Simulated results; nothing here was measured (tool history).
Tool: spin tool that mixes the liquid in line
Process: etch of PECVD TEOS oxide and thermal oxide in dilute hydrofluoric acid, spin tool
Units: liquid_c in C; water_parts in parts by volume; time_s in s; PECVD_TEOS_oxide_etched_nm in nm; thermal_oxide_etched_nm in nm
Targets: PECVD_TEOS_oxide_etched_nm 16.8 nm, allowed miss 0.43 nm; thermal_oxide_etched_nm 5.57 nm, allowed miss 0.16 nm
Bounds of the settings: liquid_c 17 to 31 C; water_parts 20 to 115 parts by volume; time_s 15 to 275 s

run	day	liquid_c	water_parts	time_s	PECVD_TEOS_oxide_etched_nm	thermal_oxide_etched_nm
1	0	23	65	140	31.892	10.636
2	0.208	24.5	65	140	34.122	11.443
3	0.35	24.5	65	160	39.052	13.03
4	0.488	23	70	160	33.539	11.112
5	0.825	22	75	160	30.383	9.9514
6	1.071	24.5	75	160	33.125	11.043
7	1.267	23.5	80	160	29.872	9.9253
8	1.304	22.5	85	160	26.986	8.9627
9	1.667	22.5	85	160	26.876	8.9406
10	2.029	21.5	90	160	24.222	7.9754
11	2.354	21	95	160	22.242	7.4579
12	2.554	20.5	95	160	21.889	7.3174
13	2.742	20	95	160	21.512	7.053
14	2.904	19.5	95	160	21.003	6.9699
15	3.225	19	95	160	20.827	6.7482
16	3.262	19	100	160	19.365	6.4477
17	3.454	18.5	100	160	19.155	6.2421
18	3.588	18.5	105	160	17.857	5.9479

4 next moves are on the table. One of them brings every result within its allowed miss. Which?
A	3.721	21.5	90	125	?	?
B	3.721	18	90	145	?	?
C	3.721	20.5	75	110	?	?
D	3.721	17.5	110	165	?	?

move	PECVD_TEOS_oxide_etched_nm	thermal_oxide_etched_nm
A	18.887	6.242
B	18.952	6.2633
C	19.48	6.438
D	16.917	5.5908
A: further off than the last run
B: further off than the last run
C: further off than the last run
D: meets every target
The right move is D.
